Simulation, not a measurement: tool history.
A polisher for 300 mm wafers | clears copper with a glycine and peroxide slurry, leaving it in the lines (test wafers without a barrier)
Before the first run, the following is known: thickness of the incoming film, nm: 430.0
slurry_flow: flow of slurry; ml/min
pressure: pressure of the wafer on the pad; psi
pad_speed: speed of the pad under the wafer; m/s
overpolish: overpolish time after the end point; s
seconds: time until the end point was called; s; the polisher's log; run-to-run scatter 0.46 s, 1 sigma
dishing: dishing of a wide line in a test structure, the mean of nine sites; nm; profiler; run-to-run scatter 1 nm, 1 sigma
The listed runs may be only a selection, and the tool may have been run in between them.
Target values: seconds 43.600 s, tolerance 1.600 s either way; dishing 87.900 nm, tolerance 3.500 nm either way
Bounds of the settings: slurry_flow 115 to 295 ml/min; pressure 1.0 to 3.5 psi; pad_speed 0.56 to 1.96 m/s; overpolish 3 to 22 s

| run | day | slurry_flow | pressure | pad_speed | overpolish | seconds | dishing |
|---|---|---|---|---|---|---|---|
| 1 | 0.000 | 190 | 2.2 | 1.26 | 11 | 74.958 | 43.435 |
| 2 | 0.233 | 190 | 2.6 | 1.30 | 12 | 65.701 | 53.436 |
| 3 | 0.525 | 195 | 2.9 | 1.38 | 13 | 58.034 | 62.435 |
| 4 | 0.596 | 195 | 2.5 | 1.38 | 13 | 64.310 | 57.970 |
| 5 | 0.654 | 195 | 2.8 | 1.44 | 13 | 56.244 | 63.753 |
| 6 | 0.762 | 195 | 3.0 | 1.46 | 14 | 52.629 | 70.140 |
| 7 | 0.900 | 195 | 3.2 | 1.48 | 14 | 48.947 | 74.596 |
| 8 | 1.071 | 195 | 3.3 | 1.50 | 14 | 47.447 | 75.694 |
| 9 | 1.442 | 200 | 3.4 | 1.52 | 14 | 46.740 | 78.714 |

Exactly one of the 5 candidate moves below puts every result within its allowed miss. Which one?
| A | 1.812 | 240 | 3.4 | 1.76 | 16 | ? | ? |
| B | 1.812 | 145 | 3.5 | 1.72 | 13 | ? | ? |
| C | 1.812 | 240 | 3.4 | 1.36 | 18 | ? | ? |
| D | 1.812 | 215 | 3.2 | 1.68 | 16 | ? | ? |
| E | 1.812 | 225 | 3.4 | 1.74 | 17 | ? | ? |

| move | seconds | dishing |
|---|---|---|
| A | 39.152 | 95.354 |
| B | 42.244 | 79.869 |
| C | 49.327 | 89.856 |
| D | 43.603 | 89.158 |
| E | 39.874 | 97.766 |
A: the result that was furthest off in the last run now lies on the other side of its target
B: moves toward the targets from the last run without getting all of them in spec
C: the worst result of the last run now meets its target, but another is out of spec
D: every result within its allowed miss
E: the result that was furthest off in the last run now lies on the other side of its target
So the answer is move D, the one that meets all the targets.
